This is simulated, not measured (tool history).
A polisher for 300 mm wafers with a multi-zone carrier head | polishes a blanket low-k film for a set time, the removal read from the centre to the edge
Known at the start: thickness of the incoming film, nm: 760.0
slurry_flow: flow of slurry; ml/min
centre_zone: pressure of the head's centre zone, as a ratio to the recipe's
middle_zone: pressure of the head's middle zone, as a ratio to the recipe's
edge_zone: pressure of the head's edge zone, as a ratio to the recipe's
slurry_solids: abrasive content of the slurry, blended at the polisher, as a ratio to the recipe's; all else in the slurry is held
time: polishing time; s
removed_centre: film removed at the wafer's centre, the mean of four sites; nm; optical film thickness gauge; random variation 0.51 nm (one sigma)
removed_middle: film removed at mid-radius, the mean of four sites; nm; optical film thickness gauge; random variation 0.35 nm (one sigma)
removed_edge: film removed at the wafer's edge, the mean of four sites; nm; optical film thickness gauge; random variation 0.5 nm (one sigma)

run  hour  slurry_flow  centre_zone  middle_zone  edge_zone  slurry_solids  time  removed_centre  removed_middle  removed_edge
  1   0.0          170         1.00         1.00       1.00           1.00    84          46.989          47.328        47.143
  2   1.1          170         1.00         1.00       1.00           1.00    94          51.283          52.915        53.405
  3   1.6          170         1.00         1.04       1.00           1.00    94          52.070          55.002        52.836
  4   3.2          170         1.07         1.04       1.00           1.00    94          56.562          55.251        52.914
  5  10.1          170         1.07         1.04       1.00           0.80    94          49.454          48.786        46.742
  6  12.2          165         1.03         1.04       0.97           0.75    94          46.174          46.583        45.094
  7  13.0          165         1.03         1.04       0.97           0.75    94          45.191          46.122        43.742
  8  15.1          155         1.00         1.04       0.95           0.75    94          43.492          45.932        43.772
  9  19.6          150         0.98         1.04       0.92           0.75    94          43.461          46.257        43.951
 10  21.9          150         0.96         1.05       0.92           0.70    94          41.055          44.507        41.088
 11  26.5          145         0.94         1.05       0.92           0.70    94          39.494          44.119        41.756
 12  32.4          140         0.93         1.05       0.91           0.70    94          38.162          43.921        39.959
 13  33.4          135         0.93         1.04       0.91           0.70    94          38.214          43.643        40.815

Forecast run 14:
 14  34.4          130         0.93         1.04       0.90           0.70    94               ?               ?             ?

{"run 14": {"removed_centre": 38.302, "removed_middle": 43.811, "removed_edge": 40.489}}
